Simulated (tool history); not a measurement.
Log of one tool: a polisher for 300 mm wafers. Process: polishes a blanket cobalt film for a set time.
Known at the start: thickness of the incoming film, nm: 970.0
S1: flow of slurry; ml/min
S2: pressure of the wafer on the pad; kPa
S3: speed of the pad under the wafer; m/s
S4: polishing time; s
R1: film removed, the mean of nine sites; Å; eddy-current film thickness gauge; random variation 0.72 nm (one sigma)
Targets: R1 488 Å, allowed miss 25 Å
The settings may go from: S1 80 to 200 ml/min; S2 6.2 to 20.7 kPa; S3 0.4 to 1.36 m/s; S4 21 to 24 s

Run 1, hour 0: S1 130 ml/min, S2 13.1 kPa, S3 0.88 m/s, S4 24 s. Result: R1 849.17 Å.
Run 2, hour 3.9: S1 150 ml/min, S2 13.1 kPa, S3 0.88 m/s, S4 24 s. Result: R1 892.88 Å.
Run 3, hour 9.8: S1 145 ml/min, S2 11.7 kPa, S3 0.88 m/s, S4 24 s. Result: R1 781.37 Å.
Run 4, hour 17.9: S1 145 ml/min, S2 11.7 kPa, S3 0.88 m/s, S4 24 s. Result: R1 781.28 Å.
Run 5, hour 26: S1 160 ml/min, S2 11.7 kPa, S3 0.88 m/s, S4 24 s. Result: R1 817.84 Å.
Run 6, hour 35: S1 130 ml/min, S2 11.7 kPa, S3 0.88 m/s, S4 24 s. Result: R1 775 Å.
Run 7, hour 39.1: S1 130 ml/min, S2 10.3 kPa, S3 0.88 m/s, S4 24 s. Result: R1 677.22 Å.
Run 8, hour 44.4: S1 125 ml/min, S2 9.7 kPa, S3 0.88 m/s, S4 24 s. Result: R1 652.28 Å.
Run 9, hour 51.2: S1 125 ml/min, S2 9 kPa, S3 0.88 m/s, S4 24 s. Result: R1 581.17 Å.
Run 10, hour 58.2: S1 120 ml/min, S2 8.3 kPa, S3 0.88 m/s, S4 24 s. Result: R1 556.57 Å.

Which of these 5 next moves meets every target?
Run A, hour 65.2: S1 105 ml/min, S2 6.9 kPa, S3 1.1 m/s, S4 24 s. Result: R1 ?.
Run B, hour 65.2: S1 80 ml/min, S2 7.6 kPa, S3 0.88 m/s, S4 23 s. Result: R1 ?.
Run C, hour 65.2: S1 120 ml/min, S2 6.2 kPa, S3 0.96 m/s, S4 22 s. Result: R1 ?.
Run D, hour 65.2: S1 115 ml/min, S2 6.9 kPa, S3 0.98 m/s, S4 21 s. Result: R1 ?.
Run E, hour 65.2: S1 105 ml/min, S2 7.6 kPa, S3 0.88 m/s, S4 24 s. Result: R1 ?.

move      R1
   A   535.2
   B  454.24
   C   411.1
   D  436.79
   E  498.13
A: nearer than the last run, and not there yet
B: takes the result that was furthest off past its target
C: takes the result that was furthest off past its target
D: takes the result that was furthest off past its target
E: meets every target
The right move is E.

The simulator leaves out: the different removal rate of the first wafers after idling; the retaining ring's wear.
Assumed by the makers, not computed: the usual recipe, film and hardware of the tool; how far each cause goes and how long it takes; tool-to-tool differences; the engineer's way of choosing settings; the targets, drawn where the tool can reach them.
